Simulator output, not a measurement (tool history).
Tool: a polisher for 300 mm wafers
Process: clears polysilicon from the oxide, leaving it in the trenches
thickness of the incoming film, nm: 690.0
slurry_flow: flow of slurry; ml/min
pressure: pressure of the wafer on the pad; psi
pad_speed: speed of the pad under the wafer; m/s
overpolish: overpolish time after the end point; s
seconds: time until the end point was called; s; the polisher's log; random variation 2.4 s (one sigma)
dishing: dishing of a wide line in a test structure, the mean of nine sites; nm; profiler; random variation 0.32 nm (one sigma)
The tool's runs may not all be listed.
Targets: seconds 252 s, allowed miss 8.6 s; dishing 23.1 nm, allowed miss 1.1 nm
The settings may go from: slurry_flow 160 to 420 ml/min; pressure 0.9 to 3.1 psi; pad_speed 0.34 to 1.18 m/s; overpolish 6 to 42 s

run 1 hour=0 | slurry_flow=270 pressure=2 pad_speed=0.76 overpolish=21 | seconds=98.442 dishing=47.867
run 2 hour=7.1 | slurry_flow=295 pressure=2 pad_speed=0.76 overpolish=21 | seconds=96.918 dishing=48.36
run 3 hour=8.1 | slurry_flow=260 pressure=1.7 pad_speed=0.68 overpolish=17 | seconds=125.81 dishing=42.747
run 4 hour=13.6 | slurry_flow=260 pressure=1.7 pad_speed=0.54 overpolish=17 | seconds=155.74 dishing=38.808
run 5 hour=22.1 | slurry_flow=310 pressure=1.7 pad_speed=0.54 overpolish=17 | seconds=154.72 dishing=39.283
run 6 hour=23.5 | slurry_flow=310 pressure=1.7 pad_speed=0.68 overpolish=17 | seconds=124.83 dishing=44.271
run 7 hour=24.2 | slurry_flow=270 pressure=1.6 pad_speed=0.58 overpolish=14 | seconds=153.82 dishing=36.295
run 8 hour=33.2 | slurry_flow=195 pressure=1.1 pad_speed=0.38 overpolish=6 | seconds=335.93 dishing=11.737
run 9 hour=36.5 | slurry_flow=240 pressure=1.1 pad_speed=0.38 overpolish=6 | seconds=318.8 dishing=11.504
run 10 hour=37.1 | slurry_flow=225 pressure=1.2 pad_speed=0.38 overpolish=9 | seconds=299.12 dishing=17.559
run 11 hour=41.2 | slurry_flow=250 pressure=1.2 pad_speed=0.38 overpolish=9 | seconds=292.54 dishing=17.43
run 12 hour=45.1 | slurry_flow=280 pressure=1.2 pad_speed=0.38 overpolish=9 | seconds=296.99 dishing=17.861
run 13 hour=54 | slurry_flow=305 pressure=1.3 pad_speed=0.38 overpolish=9 | seconds=264.16 dishing=19.037
run 14 hour=60.7 | slurry_flow=325 pressure=1.3 pad_speed=0.38 overpolish=10 | seconds=269.22 dishing=20.724
run 15 hour=65.7 | slurry_flow=340 pressure=1.3 pad_speed=0.38 overpolish=10 | seconds=263.49 dishing=20.72

Which of these 5 next moves meets every target?
run A hour=70.7 | slurry_flow=305 pressure=1.3 pad_speed=0.36 overpolish=12 | seconds=? dishing=?
run B hour=70.7 | slurry_flow=395 pressure=1.3 pad_speed=0.4 overpolish=11 | seconds=? dishing=?
run C hour=70.7 | slurry_flow=370 pressure=1.1 pad_speed=0.46 overpolish=13 | seconds=? dishing=?
run D hour=70.7 | slurry_flow=350 pressure=1.3 pad_speed=0.34 overpolish=11 | seconds=? dishing=?
run E hour=70.7 | slurry_flow=355 pressure=1.4 pad_speed=0.34 overpolish=13 | seconds=? dishing=?

move=A seconds=284.23 dishing=22.805
move=B seconds=255.17 dishing=23.152
move=C seconds=266.67 dishing=25.252
move=D seconds=294.71 dishing=20.813
move=E seconds=274.26 dishing=24.765
A: brings the result that was furthest off to its target, and leaves another outside
B: meets every target
C: takes the result that was furthest off past its target
D: further off than the last run
E: takes the result that was furthest off past its target
Answer: B
